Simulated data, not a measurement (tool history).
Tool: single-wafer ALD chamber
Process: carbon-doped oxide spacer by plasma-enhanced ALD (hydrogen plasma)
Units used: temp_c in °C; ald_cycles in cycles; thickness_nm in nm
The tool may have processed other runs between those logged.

run,hour,temp_c,ald_cycles,thickness_nm
1,0.0,410,301,14.311
2,7.0,403,301,14.526
3,15.4,403,267,12.858
4,22.5,401,276,13.379
5,29.8,399,282,13.718
6,33.5,397,287,13.983

What does the tool deliver on the next run?
7,40.9,396,291,?

{"run 7": {"thickness_nm": 14.158}}
